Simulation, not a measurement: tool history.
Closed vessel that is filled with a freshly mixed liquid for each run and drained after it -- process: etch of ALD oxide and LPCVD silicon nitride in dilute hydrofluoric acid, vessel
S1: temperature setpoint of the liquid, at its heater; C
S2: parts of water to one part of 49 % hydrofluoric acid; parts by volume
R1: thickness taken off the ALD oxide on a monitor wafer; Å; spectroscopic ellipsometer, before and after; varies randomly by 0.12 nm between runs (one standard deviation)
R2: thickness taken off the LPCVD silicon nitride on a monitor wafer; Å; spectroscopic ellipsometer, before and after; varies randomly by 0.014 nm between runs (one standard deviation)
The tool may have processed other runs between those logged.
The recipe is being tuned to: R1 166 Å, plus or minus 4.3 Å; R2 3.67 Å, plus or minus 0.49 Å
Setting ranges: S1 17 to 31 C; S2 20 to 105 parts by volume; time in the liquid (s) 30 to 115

Run 1, hour 0: S1 23 C, S2 55 parts by volume, time in the liquid (s) 60. Result: R1 285.52 Å, R2 6.139 Å.
Run 2, hour 4.5: S1 23 C, S2 55 parts by volume, time in the liquid (s) 80. Result: R1 382.57 Å, R2 8.8373 Å.
Run 3, hour 9.5: S1 23 C, S2 55 parts by volume, time in the liquid (s) 70. Result: R1 333.32 Å, R2 7.0652 Å.
Run 4, hour 11.2: S1 22 C, S2 60 parts by volume, time in the liquid (s) 70. Result: R1 290.17 Å, R2 6.2929 Å.
Run 5, hour 14.4: S1 21 C, S2 65 parts by volume, time in the liquid (s) 70. Result: R1 259.39 Å, R2 5.2306 Å.
Run 6, hour 18.7: S1 21.5 C, S2 70 parts by volume, time in the liquid (s) 70. Result: R1 242.24 Å, R2 5.1815 Å.
Run 7, hour 27.5: S1 21 C, S2 75 parts by volume, time in the liquid (s) 70. Result: R1 218.5 Å, R2 4.6566 Å.
Run 8, hour 31.5: S1 20.5 C, S2 80 parts by volume, time in the liquid (s) 70. Result: R1 199.34 Å, R2 4.3008 Å.
Run 9, hour 36: S1 20 C, S2 85 parts by volume, time in the liquid (s) 70. Result: R1 185.2 Å, R2 4.2371 Å.
Run 10, hour 37.6: S1 19.5 C, S2 85 parts by volume, time in the liquid (s) 70. Result: R1 180.4 Å, R2 3.9463 Å.

Which of these 4 next moves meets every target?
Run A, hour 39.2: S1 21 C, S2 90 parts by volume, time in the liquid (s) 65. Result: R1 ?, R2 ?.
Run B, hour 39.2: S1 19 C, S2 105 parts by volume, time in the liquid (s) 95. Result: R1 ?, R2 ?.
Run C, hour 39.2: S1 21 C, S2 55 parts by volume, time in the liquid (s) 40. Result: R1 ?, R2 ?.
Run D, hour 39.2: S1 19 C, S2 85 parts by volume, time in the liquid (s) 70. Result: R1 ?, R2 ?.

move      R1      R2
   A  167.26  3.5746
   B  189.83  3.9205
   C  175.26  3.5586
   D  176.47  3.5489
A: meets every target
B: further off than the last run
C: an improvement on the last run, though not all results are within tolerance
D: an improvement on the last run, though not all results are within tolerance
Move A is the one to make.
